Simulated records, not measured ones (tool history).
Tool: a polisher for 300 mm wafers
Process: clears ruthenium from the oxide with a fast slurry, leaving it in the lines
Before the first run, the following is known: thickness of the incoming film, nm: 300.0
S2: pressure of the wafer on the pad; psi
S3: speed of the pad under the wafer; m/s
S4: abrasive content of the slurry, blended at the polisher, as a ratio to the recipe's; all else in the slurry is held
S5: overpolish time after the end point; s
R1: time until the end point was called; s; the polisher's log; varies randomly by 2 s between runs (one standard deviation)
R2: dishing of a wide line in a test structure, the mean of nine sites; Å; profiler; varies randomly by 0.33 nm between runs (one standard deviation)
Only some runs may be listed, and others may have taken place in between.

Run 1, hour 0: flow of slurry (ml/min) 205, S2 2.1 psi, S3 1.28 m/s, S4 1, S5 14 s. Result: R1 71.589 s, R2 335.28 Å.
Run 2, hour 8.4: flow of slurry (ml/min) 245, S2 2.1 psi, S3 1.28 m/s, S4 1, S5 14 s. Result: R1 69.922 s, R2 342.4 Å.
Run 3, hour 10.3: flow of slurry (ml/min) 245, S2 1.7 psi, S3 1.28 m/s, S4 1, S5 14 s. Result: R1 84.832 s, R2 321.68 Å.
Run 4, hour 15.9: flow of slurry (ml/min) 245, S2 1.7 psi, S3 1.44 m/s, S4 1, S5 14 s. Result: R1 79.64 s, R2 324.87 Å.
Run 5, hour 21.3: flow of slurry (ml/min) 205, S2 1.7 psi, S3 1.44 m/s, S4 0.85, S5 11 s. Result: R1 87.256 s, R2 255.29 Å.
Run 6, hour 24.4: flow of slurry (ml/min) 205, S2 1.7 psi, S3 1.44 m/s, S4 0.85, S5 14 s. Result: R1 89.624 s, R2 303.25 Å.

Forecast run 7:
Run 7, hour 28.8: flow of slurry (ml/min) 205, S2 1.6 psi, S3 1.4 m/s, S4 0.85, S5 11 s. Result: R1 ?, R2 ?.

{"run 7": {"R1": 97.818, "R2": 243.04}}

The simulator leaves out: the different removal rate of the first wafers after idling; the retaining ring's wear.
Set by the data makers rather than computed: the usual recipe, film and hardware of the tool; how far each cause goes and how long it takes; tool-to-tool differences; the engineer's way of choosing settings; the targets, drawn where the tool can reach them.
